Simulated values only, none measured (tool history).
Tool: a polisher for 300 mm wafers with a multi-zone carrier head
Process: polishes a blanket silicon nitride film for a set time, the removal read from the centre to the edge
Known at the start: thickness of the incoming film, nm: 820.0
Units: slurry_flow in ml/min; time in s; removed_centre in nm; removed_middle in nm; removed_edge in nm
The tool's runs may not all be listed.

run 1 day=0.000 | slurry_flow=125 centre_zone=1.00 middle_zone=1.00 edge_zone=1.00 time=81 | removed_centre=190.82 removed_middle=189.03 removed_edge=193.95
run 2 day=0.325 | slurry_flow=125 centre_zone=1.07 middle_zone=1.00 edge_zone=1.00 time=81 | removed_centre=201.63 removed_middle=190.49 removed_edge=193.56
run 3 day=0.408 | slurry_flow=135 centre_zone=1.07 middle_zone=1.01 edge_zone=1.03 time=83 | removed_centre=209.90 removed_middle=198.43 removed_edge=201.55
run 4 day=0.592 | slurry_flow=150 centre_zone=1.07 middle_zone=1.01 edge_zone=1.03 time=83 | removed_centre=218.00 removed_middle=207.59 removed_edge=204.85
run 5 day=0.908 | slurry_flow=155 centre_zone=1.06 middle_zone=1.01 edge_zone=1.06 time=85 | removed_centre=222.74 removed_middle=210.05 removed_edge=215.96
run 6 day=1.196 | slurry_flow=160 centre_zone=1.06 middle_zone=1.02 edge_zone=1.08 time=86 | removed_centre=225.58 removed_middle=210.40 removed_edge=218.46
run 7 day=1.521 | slurry_flow=165 centre_zone=1.05 middle_zone=1.03 edge_zone=1.09 time=88 | removed_centre=233.43 removed_middle=226.74 removed_edge=225.13

Forecast run 8:
run 8 day=1.650 | slurry_flow=170 centre_zone=1.04 middle_zone=1.03 edge_zone=1.11 time=89 | removed_centre=? removed_middle=? removed_edge=?

Run 8 gave removed_centre 230.54 nm, removed_middle 226.20 nm, removed_edge 235.10 nm.
